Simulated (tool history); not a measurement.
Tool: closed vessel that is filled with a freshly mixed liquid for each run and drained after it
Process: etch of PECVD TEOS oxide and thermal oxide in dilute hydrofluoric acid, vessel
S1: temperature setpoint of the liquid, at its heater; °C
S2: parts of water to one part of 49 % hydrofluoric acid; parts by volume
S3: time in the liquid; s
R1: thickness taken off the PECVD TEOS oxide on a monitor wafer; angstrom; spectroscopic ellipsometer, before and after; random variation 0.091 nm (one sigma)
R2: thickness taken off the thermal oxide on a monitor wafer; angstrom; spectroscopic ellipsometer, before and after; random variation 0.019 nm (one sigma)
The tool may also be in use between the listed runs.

{"run": 1, "hour": 0.0, "S1": 20.0, "S2": 75, "S3": 105, "R1": 152.37, "R2": 58.261}
{"run": 2, "hour": 1.3, "S1": 22.5, "S2": 75, "S3": 105, "R1": 168.1, "R2": 64.328}
{"run": 3, "hour": 5.6, "S1": 20.0, "S2": 75, "S3": 105, "R1": 150.98, "R2": 58.374}
{"run": 4, "hour": 10.6, "S1": 19.5, "S2": 80, "S3": 105, "R1": 138.61, "R2": 53.322}
{"run": 5, "hour": 14.8, "S1": 19.0, "S2": 85, "S3": 105, "R1": 124.37, "R2": 48.898}
{"run": 6, "hour": 23.5, "S1": 19.0, "S2": 90, "S3": 105, "R1": 119.52, "R2": 45.993}

The next listed run, before its measurement:
{"run": 7, "hour": 26.3, "S1": 18.5, "S2": 95, "S3": 105, "R1": "?", "R2": "?"}

Run 7 gave R1 109.27 angstrom, R2 42.131 angstrom.

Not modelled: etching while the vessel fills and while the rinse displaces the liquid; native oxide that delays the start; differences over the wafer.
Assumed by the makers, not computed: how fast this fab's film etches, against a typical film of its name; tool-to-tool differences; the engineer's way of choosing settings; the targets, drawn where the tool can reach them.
